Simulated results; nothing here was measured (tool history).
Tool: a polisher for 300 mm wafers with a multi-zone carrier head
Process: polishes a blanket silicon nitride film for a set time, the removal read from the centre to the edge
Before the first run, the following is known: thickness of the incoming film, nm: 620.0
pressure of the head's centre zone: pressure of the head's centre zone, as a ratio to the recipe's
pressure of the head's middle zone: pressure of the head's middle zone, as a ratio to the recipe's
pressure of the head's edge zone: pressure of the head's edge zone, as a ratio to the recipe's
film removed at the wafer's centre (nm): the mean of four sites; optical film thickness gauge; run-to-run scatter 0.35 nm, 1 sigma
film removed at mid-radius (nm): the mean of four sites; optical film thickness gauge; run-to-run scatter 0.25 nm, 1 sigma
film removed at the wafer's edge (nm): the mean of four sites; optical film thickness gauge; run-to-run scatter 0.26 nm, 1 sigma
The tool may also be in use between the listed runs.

run,hour,flow of slurry (ml/min),pressure of the head's centre zone,pressure of the head's middle zone,pressure of the head's edge zone,polishing time (s),film removed at the wafer's centre (nm),film removed at mid-radius (nm),film removed at the wafer's edge (nm)
1,0.0,160,1.00,1.00,1.00,40,50.718,49.476,51.277
2,6.6,155,1.00,0.98,0.99,37,45.887,44.872,46.602
3,9.6,150,1.01,0.96,0.99,35,43.294,42.290,43.427
4,16.3,150,1.07,0.96,0.99,35,45.806,42.006,44.274
5,18.0,150,1.07,0.96,0.99,26,34.273,31.284,32.897
6,22.6,150,1.07,0.96,0.92,26,34.178,31.054,31.741
7,30.1,145,1.07,0.94,0.93,26,33.663,30.047,31.803

Run 8 has not been measured yet. What should we expect?
8,36.6,140,1.07,0.92,0.92,26,?,?,?

film removed at the wafer's centre (nm): 32.903
film removed at mid-radius (nm): 29.435
film removed at the wafer's edge (nm): 31.629

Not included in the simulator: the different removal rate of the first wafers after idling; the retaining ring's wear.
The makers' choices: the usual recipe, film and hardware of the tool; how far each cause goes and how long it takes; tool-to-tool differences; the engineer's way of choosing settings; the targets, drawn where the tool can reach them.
